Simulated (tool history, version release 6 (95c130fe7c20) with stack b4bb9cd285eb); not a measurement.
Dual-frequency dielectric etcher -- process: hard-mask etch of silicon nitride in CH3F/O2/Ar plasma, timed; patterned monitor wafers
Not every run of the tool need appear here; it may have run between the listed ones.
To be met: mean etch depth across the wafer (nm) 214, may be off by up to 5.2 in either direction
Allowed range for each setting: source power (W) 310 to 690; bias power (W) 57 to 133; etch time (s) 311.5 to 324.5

run,hour,source power (W),bias power (W),etch time (s),mean etch depth across the wafer (nm)
1,0,500,95,311.5,247.52
2,1.3,500,101,311.5,252.23
3,4.4,500,101,324.5,263.71
4,7,500,109,324.5,267.32
5,11.2,430,109,324.5,251.28
6,18.2,500,109,324.5,266.02
7,25.4,460,106,321.5,252.79
8,27.2,430,104,320,245.56
9,33.7,410,102,318,235.45
10,40.3,390,101,317.5,228.3
11,46.7,380,100,317.5,226.69
12,48.3,320,94,316,206.97

Next run, 4 choices. One meets every target within its allowed miss, the rest don't. Which?
A,49.9,310,96,319,?
B,49.9,310,94,311.5,?
C,49.9,320,106,320.5,?
D,49.9,360,92,324.5,?

move,mean etch depth across the wafer (nm)
A,205.14
B,199.51
C,213.37
D,222.1
A: moves away from the targets compared with the last run
B: moves away from the targets compared with the last run
C: in spec on every target
D: takes the result that was furthest off past its target
C is the move that brings every result within its allowed miss.
